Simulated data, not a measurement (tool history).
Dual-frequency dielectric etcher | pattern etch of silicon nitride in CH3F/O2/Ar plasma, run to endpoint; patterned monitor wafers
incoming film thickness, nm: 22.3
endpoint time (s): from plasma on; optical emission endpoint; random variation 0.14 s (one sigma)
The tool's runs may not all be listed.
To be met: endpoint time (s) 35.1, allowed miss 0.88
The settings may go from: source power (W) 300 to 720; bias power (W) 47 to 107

{"run": 1, "hour": 0.0, "source power (W)": 510, "bias power (W)": 77, "endpoint time (s)": 29.605}
{"run": 2, "hour": 6.0, "source power (W)": 600, "bias power (W)": 77, "endpoint time (s)": 27.859}
{"run": 3, "hour": 13.3, "source power (W)": 690, "bias power (W)": 77, "endpoint time (s)": 26.196}
{"run": 4, "hour": 14.7, "source power (W)": 690, "bias power (W)": 65, "endpoint time (s)": 27.751}
{"run": 5, "hour": 21.4, "source power (W)": 690, "bias power (W)": 53, "endpoint time (s)": 29.674}
{"run": 6, "hour": 26.3, "source power (W)": 690, "bias power (W)": 48, "endpoint time (s)": 30.304}
{"run": 7, "hour": 28.6, "source power (W)": 640, "bias power (W)": 48, "endpoint time (s)": 31.586}
{"run": 8, "hour": 31.0, "source power (W)": 610, "bias power (W)": 48, "endpoint time (s)": 32.096}

Which of these 5 next moves meets every target?
{"run": "A", "hour": 33.4, "source power (W)": 710, "bias power (W)": 64, "endpoint time (s)": "?"}
{"run": "B", "hour": 33.4, "source power (W)": 570, "bias power (W)": 47, "endpoint time (s)": "?"}
{"run": "C", "hour": 33.4, "source power (W)": 680, "bias power (W)": 71, "endpoint time (s)": "?"}
{"run": "D", "hour": 33.4, "source power (W)": 650, "bias power (W)": 63, "endpoint time (s)": "?"}
{"run": "E", "hour": 33.4, "source power (W)": 510, "bias power (W)": 47, "endpoint time (s)": "?"}

move=A endpoint_time_(s)=27.464
move=B endpoint_time_(s)=33.207
move=C endpoint_time_(s)=27.007
move=D endpoint_time_(s)=28.628
move=E endpoint_time_(s)=34.814
A: further off than the last run
B: nearer than the last run, and not there yet
C: further off than the last run
D: further off than the last run
E: meets every target
The right move is E.
